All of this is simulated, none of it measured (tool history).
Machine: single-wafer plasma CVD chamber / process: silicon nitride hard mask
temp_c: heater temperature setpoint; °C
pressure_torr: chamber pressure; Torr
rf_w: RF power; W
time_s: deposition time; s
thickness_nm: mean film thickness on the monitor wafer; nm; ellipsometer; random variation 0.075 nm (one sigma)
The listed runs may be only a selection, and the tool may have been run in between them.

| run | hour | temp_c | pressure_torr | rf_w | time_s | thickness_nm |
|---|---|---|---|---|---|---|
| 1 | 0 | 420 | 1.08 | 365 | 22 | 26.699 |
| 2 | 8.4 | 420 | 1.08 | 365 | 21 | 25.438 |
| 3 | 13.5 | 420 | 1.06 | 365 | 21 | 25.249 |
| 4 | 17.9 | 420 | 1.06 | 385 | 21 | 26.171 |
| 5 | 21.3 | 420 | 1.06 | 410 | 21 | 27.143 |
| 6 | 22.5 | 420 | 1.06 | 365 | 21 | 25.368 |

Run 7, settings as shown, results not yet in. Your forecast:
| 7 | 24.4 | 420 | 1.04 | 365 | 21 | ? |

thickness_nm: 25.143 nm

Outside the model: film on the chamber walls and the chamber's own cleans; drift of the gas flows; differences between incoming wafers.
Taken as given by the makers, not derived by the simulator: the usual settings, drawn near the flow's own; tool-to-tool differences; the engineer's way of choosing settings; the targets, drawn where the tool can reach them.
